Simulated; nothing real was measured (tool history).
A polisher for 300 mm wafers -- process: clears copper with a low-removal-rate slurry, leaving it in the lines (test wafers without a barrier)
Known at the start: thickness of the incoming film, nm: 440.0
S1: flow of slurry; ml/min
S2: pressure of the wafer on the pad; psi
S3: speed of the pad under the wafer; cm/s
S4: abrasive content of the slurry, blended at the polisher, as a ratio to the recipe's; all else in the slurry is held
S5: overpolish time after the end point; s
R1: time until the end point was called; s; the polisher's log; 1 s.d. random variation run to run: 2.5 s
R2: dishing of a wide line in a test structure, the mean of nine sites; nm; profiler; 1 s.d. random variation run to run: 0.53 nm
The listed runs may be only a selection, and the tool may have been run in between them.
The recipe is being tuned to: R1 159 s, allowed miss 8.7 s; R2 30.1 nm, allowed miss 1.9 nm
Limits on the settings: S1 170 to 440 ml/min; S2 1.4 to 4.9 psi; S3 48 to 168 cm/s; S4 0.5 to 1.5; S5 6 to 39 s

run,hour,S1,S2,S3,S4,S5,R1,R2
1,0,280,3.1,108,1,20,104.49,61.667
2,3.9,210,3.1,108,1,20,107.29,59.111
3,7.6,210,2.8,108,1,18,121.33,50.752
4,15.7,170,2.8,108,1,18,122.59,47.718
5,24.5,170,2.8,136,1,18,98.442,57.9
6,29.3,170,2.8,136,1.1,18,94.265,58.863
7,35.9,175,2.5,130,1.1,16,116.27,47.421
8,37,175,2.3,130,1.1,14,119.35,38.284
9,40.2,175,2.1,130,1.1,14,135.51,36.132
10,47.6,175,2,130,1.1,14,141.46,33.908

5 candidate next runs follow, results not yet known. Just one meets every target within its allowed miss. Identify it.
A,55,170,1.5,124,1.25,21,?,?
B,55,170,1.6,142,1.05,14,?,?
C,55,170,1.8,112,1.15,20,?,?
D,55,245,2.5,102,1,14,?,?
E,55,175,2.2,126,1.05,15,?,?

move,R1,R2
A,188.82,36.742
B,162.05,29.754
C,178.88,37.389
D,139.79,34.666
E,133.8,37.959
A: the result that was furthest off in the last run now lies on the other side of its target
B: all results in spec
C: the result that was furthest off in the last run now lies on the other side of its target
D: the biggest miss grows against the last run
E: the biggest miss grows against the last run
Move B is the one to make.
